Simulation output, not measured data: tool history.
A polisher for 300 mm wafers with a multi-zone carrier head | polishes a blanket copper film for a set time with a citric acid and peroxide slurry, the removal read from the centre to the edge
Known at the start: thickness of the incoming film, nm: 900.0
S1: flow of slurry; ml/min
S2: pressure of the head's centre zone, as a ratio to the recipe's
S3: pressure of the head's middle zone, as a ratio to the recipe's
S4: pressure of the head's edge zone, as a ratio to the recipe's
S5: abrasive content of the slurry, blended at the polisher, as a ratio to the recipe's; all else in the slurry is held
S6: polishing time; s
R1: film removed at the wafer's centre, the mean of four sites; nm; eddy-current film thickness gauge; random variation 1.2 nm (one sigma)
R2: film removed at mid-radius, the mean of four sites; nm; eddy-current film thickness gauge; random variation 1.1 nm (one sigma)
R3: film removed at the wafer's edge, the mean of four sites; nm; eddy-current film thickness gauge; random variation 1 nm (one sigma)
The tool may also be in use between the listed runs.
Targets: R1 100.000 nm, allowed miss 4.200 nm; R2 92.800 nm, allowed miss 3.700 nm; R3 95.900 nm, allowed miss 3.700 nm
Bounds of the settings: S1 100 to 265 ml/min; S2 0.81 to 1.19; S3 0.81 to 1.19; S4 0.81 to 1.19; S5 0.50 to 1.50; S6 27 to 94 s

Run 1, hour 0.0: S1 170 ml/min, S2 1.00, S3 1.00, S4 1.00, S5 1.00, S6 60 s. Result: R1 120.200 nm, R2 119.700 nm, R3 121.610 nm.
Run 2, hour 6.3: S1 165 ml/min, S2 1.00, S3 0.99, S4 0.98, S5 0.95, S6 60 s. Result: R1 117.360 nm, R2 115.830 nm, R3 116.720 nm.
Run 3, hour 10.1: S1 200 ml/min, S2 1.00, S3 0.99, S4 0.98, S5 0.95, S6 60 s. Result: R1 118.620 nm, R2 118.830 nm, R3 119.180 nm.
Run 4, hour 15.5: S1 200 ml/min, S2 1.00, S3 0.99, S4 1.02, S5 0.95, S6 60 s. Result: R1 120.990 nm, R2 120.020 nm, R3 121.970 nm.
Run 5, hour 21.7: S1 200 ml/min, S2 1.00, S3 0.99, S4 1.07, S5 0.95, S6 60 s. Result: R1 120.410 nm, R2 123.150 nm, R3 123.480 nm.
Run 6, hour 27.6: S1 200 ml/min, S2 1.00, S3 0.98, S4 1.06, S5 0.90, S6 59 s. Result: R1 116.830 nm, R2 116.490 nm, R3 121.360 nm.
Run 7, hour 32.5: S1 200 ml/min, S2 1.00, S3 0.98, S4 1.04, S5 0.85, S6 58 s. Result: R1 113.990 nm, R2 112.420 nm, R3 117.560 nm.
Run 8, hour 34.1: S1 160 ml/min, S2 1.01, S3 0.96, S4 0.94, S5 0.60, S6 55 s. Result: R1 96.644 nm, R2 90.805 nm, R3 91.627 nm.
Run 9, hour 38.4: S1 160 ml/min, S2 1.01, S3 0.96, S4 0.95, S5 0.60, S6 55 s. Result: R1 95.124 nm, R2 91.766 nm, R3 94.770 nm.
Run 10, hour 41.4: S1 160 ml/min, S2 1.01, S3 0.96, S4 0.95, S5 0.60, S6 55 s. Result: R1 95.199 nm, R2 92.339 nm, R3 93.624 nm.

Which of these 5 next moves meets every target?
Run A, hour 44.4: S1 140 ml/min, S2 0.93, S3 0.99, S4 0.94, S5 0.80, S6 52 s. Result: R1 ?, R2 ?, R3 ?.
Run B, hour 44.4: S1 180 ml/min, S2 0.92, S3 0.92, S4 0.99, S5 0.50, S6 58 s. Result: R1 ?, R2 ?, R3 ?.
Run C, hour 44.4: S1 175 ml/min, S2 1.12, S3 0.92, S4 0.85, S5 0.50, S6 57 s. Result: R1 ?, R2 ?, R3 ?.
Run D, hour 44.4: S1 145 ml/min, S2 0.99, S3 0.94, S4 0.96, S5 0.50, S6 58 s. Result: R1 ?, R2 ?, R3 ?.
Run E, hour 44.4: S1 130 ml/min, S2 1.08, S3 1.00, S4 1.03, S5 0.50, S6 59 s. Result: R1 ?, R2 ?, R3 ?.

move       R1      R2      R3
   A   87.781  92.152  93.615
   B   88.248  88.445  96.156
   C  105.290  86.514  88.051
   D   91.788  87.059  92.669
   E  100.010  91.024  96.137
A: further off than the last run
B: further off than the last run
C: takes the result that was furthest off past its target
D: further off than the last run
E: meets every target
Answer: E
